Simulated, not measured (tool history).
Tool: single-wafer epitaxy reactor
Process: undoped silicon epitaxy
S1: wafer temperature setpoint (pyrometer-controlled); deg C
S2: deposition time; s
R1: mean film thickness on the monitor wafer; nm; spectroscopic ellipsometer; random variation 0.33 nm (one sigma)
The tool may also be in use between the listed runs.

Run 1, hour 0.0: S1 650 deg C, S2 211 s. Result: R1 40.488 nm.
Run 2, hour 3.7: S1 653 deg C, S2 211 s. Result: R1 43.108 nm.
Run 3, hour 9.2: S1 653 deg C, S2 229 s. Result: R1 47.014 nm.
Run 4, hour 10.3: S1 646 deg C, S2 229 s. Result: R1 40.177 nm.
Run 5, hour 19.0: S1 646 deg C, S2 200 s. Result: R1 35.028 nm.
Run 6, hour 25.5: S1 642 deg C, S2 200 s. Result: R1 31.932 nm.
Run 7, hour 33.0: S1 642 deg C, S2 200 s. Result: R1 32.261 nm.
At hour 33.6: pyrometer calibrated.
Run 8, hour 33.6: S1 642 deg C, S2 200 s. Result: R1 29.229 nm.
Run 9, hour 37.2: S1 646 deg C, S2 200 s. Result: R1 31.765 nm.
Run 10, hour 44.3: S1 651 deg C, S2 203 s. Result: R1 35.612 nm.
Run 11, hour 51.3: S1 655 deg C, S2 209 s. Result: R1 40.017 nm.
Run 12, hour 54.4: S1 658 deg C, S2 214 s. Result: R1 44.003 nm.
Run 13, hour 61.9: S1 661 deg C, S2 217 s. Result: R1 48.107 nm.

Run 14 comes next. What will it give?
Run 14, hour 70.1: S1 673 deg C, S2 219 s. Result: R1 ?.

Run 14 gave R1 61.470 nm.

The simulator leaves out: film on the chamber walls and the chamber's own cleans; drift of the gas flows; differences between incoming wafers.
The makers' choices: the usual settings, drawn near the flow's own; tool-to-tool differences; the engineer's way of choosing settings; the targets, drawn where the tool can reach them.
